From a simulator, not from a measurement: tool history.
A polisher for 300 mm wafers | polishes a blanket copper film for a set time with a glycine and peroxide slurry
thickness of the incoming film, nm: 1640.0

| run | day | flow of slurry (ml/min) | pressure of the wafer on the pad (psi) | speed of the pad under the wafer (cm/s) | polishing time (s) | film removed (Å) |
|---|---|---|---|---|---|---|
| 1 | 0 | 190 | 2.9 | 112 | 58 | 3889.4 |
| 2 | 0.046 | 235 | 2.9 | 112 | 58 | 3940.4 |
| 3 | 0.421 | 235 | 2.9 | 112 | 61 | 4109.2 |
| 4 | 0.6 | 235 | 3.4 | 112 | 61 | 4608 |
| 5 | 0.833 | 235 | 3.2 | 108 | 61 | 4267.1 |
| 6 | 0.858 | 235 | 3.2 | 108 | 61 | 4273.4 |

The next listed run, before its measurement:
|  | 1.171 | head pressure recalibrated |
| 7 | 1.171 | 235 | 3 | 104 | 61 | ? |

{"run 7": {"film removed (Å)": 4198.7}}

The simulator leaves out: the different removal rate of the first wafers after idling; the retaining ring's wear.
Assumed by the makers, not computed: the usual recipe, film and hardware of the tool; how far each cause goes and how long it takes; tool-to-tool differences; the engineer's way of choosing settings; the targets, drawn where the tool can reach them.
